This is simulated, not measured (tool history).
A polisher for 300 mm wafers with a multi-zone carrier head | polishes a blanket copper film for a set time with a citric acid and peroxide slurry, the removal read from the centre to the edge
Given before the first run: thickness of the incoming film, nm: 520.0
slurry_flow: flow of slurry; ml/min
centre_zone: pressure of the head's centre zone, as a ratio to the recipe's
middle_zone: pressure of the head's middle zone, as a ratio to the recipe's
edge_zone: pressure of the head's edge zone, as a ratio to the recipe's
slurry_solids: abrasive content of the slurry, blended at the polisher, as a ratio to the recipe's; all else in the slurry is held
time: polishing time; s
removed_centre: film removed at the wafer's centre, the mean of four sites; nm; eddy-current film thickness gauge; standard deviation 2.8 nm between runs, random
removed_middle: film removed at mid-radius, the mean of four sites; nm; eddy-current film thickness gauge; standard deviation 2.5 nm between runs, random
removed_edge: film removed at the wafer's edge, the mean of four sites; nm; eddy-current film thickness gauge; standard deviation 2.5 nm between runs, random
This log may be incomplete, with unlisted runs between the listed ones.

run  hour  slurry_flow  centre_zone  middle_zone  edge_zone  slurry_solids  time  removed_centre  removed_middle  removed_edge
  1     0          125            1            1          1              1    83          144.85          158.66        156.22
  2   1.5          125            1            1       1.05              1    83          144.84          156.21        158.98
  3   8.2          125            1            1       1.05           0.95    83          145.75          149.82        156.02
  4  15.3          140         1.05         0.98       1.07           1.05    88          169.35          168.33        180.27
  5  23.1          165         1.05         0.98       1.07           1.05    88          178.64          171.24        180.49
  6  30.9          165         1.05         0.98       1.07           1.15    88           181.7          173.33        186.03

Expected results for the next run?
  7  35.9          175         1.09         0.98       1.06           1.25    90               ?               ?             ?

{"run 7": {"removed_centre": 201.02, "removed_middle": 189.54, "removed_edge": 190.85}}
